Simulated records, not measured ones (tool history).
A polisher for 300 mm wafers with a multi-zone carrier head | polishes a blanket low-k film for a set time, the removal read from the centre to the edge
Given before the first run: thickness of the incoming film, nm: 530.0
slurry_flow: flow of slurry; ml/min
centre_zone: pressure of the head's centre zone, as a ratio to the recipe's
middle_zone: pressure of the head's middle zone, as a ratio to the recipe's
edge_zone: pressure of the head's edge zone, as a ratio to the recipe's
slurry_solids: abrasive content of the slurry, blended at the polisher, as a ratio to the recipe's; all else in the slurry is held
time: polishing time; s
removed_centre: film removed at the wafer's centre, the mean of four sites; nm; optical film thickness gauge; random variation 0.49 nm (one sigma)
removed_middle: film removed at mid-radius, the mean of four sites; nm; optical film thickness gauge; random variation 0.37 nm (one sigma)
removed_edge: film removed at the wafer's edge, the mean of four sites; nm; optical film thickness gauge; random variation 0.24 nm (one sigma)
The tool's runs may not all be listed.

run	hour	slurry_flow	centre_zone	middle_zone	edge_zone	slurry_solids	time	removed_centre	removed_middle	removed_edge
1	0.0	195	1.00	1.00	1.00	1.00	55	29.817	28.611	27.012
2	1.3	195	1.00	1.00	1.00	1.00	65	35.777	33.706	31.896
3	8.2	195	1.00	1.00	1.00	1.10	65	36.686	35.548	33.033
4	14.5	215	1.00	1.00	1.00	1.10	65	37.448	35.837	33.213
5	15.5	215	1.00	1.00	1.07	1.10	65	37.288	35.639	34.391
6	18.6	215	1.00	1.00	1.07	1.10	76	43.091	41.611	40.981
7	19.3	205	0.97	0.97	1.07	1.05	76	40.694	39.293	39.512
8	28.0	205	0.97	0.97	1.07	1.05	76	40.237	39.313	39.089

The next listed run, before its measurement:
9	35.9	190	0.95	0.95	1.09	1.05	76	?	?	?

{"run 9": {"removed_centre": 39.44, "removed_middle": 38.43, "removed_edge": 39.186}}
